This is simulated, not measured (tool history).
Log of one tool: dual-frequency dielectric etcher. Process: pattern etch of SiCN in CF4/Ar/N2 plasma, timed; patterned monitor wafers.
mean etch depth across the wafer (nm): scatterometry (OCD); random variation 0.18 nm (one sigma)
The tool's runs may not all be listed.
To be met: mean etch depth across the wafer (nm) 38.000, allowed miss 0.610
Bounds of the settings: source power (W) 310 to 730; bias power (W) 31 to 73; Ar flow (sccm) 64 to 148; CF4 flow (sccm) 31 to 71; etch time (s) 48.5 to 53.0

run,day,source power (W),bias power (W),Ar flow (sccm),CF4 flow (sccm),etch time (s),mean etch depth across the wafer (nm)
1,0.000,520,52,106,51,53.0,42.818
2,0.096,510,52,106,51,53.0,42.569
3,0.292,510,52,113,51,53.0,41.896
4,0.388,510,52,103,51,53.0,42.747
5,0.475,500,52,103,51,53.0,41.726
6,0.717,490,52,103,51,53.0,40.642
7,1.008,490,52,103,51,53.0,40.713
8,1.167,490,52,103,51,53.0,40.752
9,1.475,480,52,103,51,53.0,39.662
10,1.683,450,52,103,51,53.0,37.176

Which of these 4 next moves meets every target?
A,1.892,450,61,104,52,48.5,?
B,1.892,500,44,100,49,51.0,?
C,1.892,440,53,93,46,52.5,?
D,1.892,480,54,108,47,49.5,?

move,mean etch depth across the wafer (nm)
A,36.004
B,38.015
C,36.199
D,36.991
A: further off than the last run
B: meets every target
C: further off than the last run
D: further off than the last run
Move B is the one to make.
